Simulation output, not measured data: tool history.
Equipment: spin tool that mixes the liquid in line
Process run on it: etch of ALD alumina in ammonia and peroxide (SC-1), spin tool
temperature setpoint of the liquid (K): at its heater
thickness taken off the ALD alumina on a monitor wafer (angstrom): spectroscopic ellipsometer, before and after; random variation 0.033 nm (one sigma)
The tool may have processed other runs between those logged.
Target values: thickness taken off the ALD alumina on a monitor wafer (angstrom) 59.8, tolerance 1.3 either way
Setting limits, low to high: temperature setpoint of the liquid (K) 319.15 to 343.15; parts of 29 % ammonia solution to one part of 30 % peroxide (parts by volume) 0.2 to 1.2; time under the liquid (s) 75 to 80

run	day	temperature setpoint of the liquid (K)	parts of 29 % ammonia solution to one part of 30 % peroxide (parts by volume)	time under the liquid (s)	thickness taken off the ALD alumina on a monitor wafer (angstrom)
1	0	335.15	0.75	75	98.192
2	0.025	329.65	0.75	75	73.93
3	0.283	334.65	0.75	75	95.514
4	0.396	332.65	0.75	75	86.84
# day 0.604: thermometer replaced
5	0.604	330.65	0.75	75	73.428
6	0.825	329.65	0.75	75	70.061
7	1.058	325.65	0.75	75	56.327
8	1.246	326.15	0.75	75	58.172
9	1.567	326.15	0.75	75	58.017

Which single option among these 5 for the next run brings every result within its allowed miss of target? Just one does.
A	1.888	326.15	0.6	75	?
B	1.888	326.15	0.7	75	?
C	1.888	326.15	0.4	75	?
D	1.888	326.65	0.8	75	?
E	1.888	325.15	0.45	80	?

move	thickness taken off the ALD alumina on a monitor wafer (angstrom)
A	56.61
B	57.443
C	54.475
D	59.759
E	55.668
A: moves away from the targets compared with the last run
B: moves away from the targets compared with the last run
C: moves away from the targets compared with the last run
D: every result lands within tolerance
E: moves away from the targets compared with the last run
The right move is D.
